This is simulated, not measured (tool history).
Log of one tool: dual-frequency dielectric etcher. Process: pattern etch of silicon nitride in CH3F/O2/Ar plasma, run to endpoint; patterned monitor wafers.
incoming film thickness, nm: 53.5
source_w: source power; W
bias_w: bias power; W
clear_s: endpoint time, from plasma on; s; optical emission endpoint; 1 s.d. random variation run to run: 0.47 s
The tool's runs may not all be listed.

{"run": 1, "hour": 0.0, "source_w": 520, "bias_w": 101, "clear_s": 58.064}
{"run": 2, "hour": 4.1, "source_w": 500, "bias_w": 97, "clear_s": 60.479}
{"run": 3, "hour": 4.8, "source_w": 570, "bias_w": 97, "clear_s": 56.21}
{"run": 4, "hour": 9.0, "source_w": 570, "bias_w": 82, "clear_s": 60.572}
{"run": 5, "hour": 10.1, "source_w": 570, "bias_w": 88, "clear_s": 58.445}
{"run": 6, "hour": 11.0, "source_w": 570, "bias_w": 77, "clear_s": 62.095}
{"run": 7, "hour": 18.7, "source_w": 550, "bias_w": 76, "clear_s": 64.208}
{"run": 8, "hour": 23.5, "source_w": 530, "bias_w": 76, "clear_s": 65.217}
{"run": 9, "hour": 31.2, "source_w": 510, "bias_w": 76, "clear_s": 66.88}

What will run 10 give?
{"run": 10, "hour": 38.7, "source_w": 410, "bias_w": 62, "clear_s": "?"}

clear_s: 84.707 s

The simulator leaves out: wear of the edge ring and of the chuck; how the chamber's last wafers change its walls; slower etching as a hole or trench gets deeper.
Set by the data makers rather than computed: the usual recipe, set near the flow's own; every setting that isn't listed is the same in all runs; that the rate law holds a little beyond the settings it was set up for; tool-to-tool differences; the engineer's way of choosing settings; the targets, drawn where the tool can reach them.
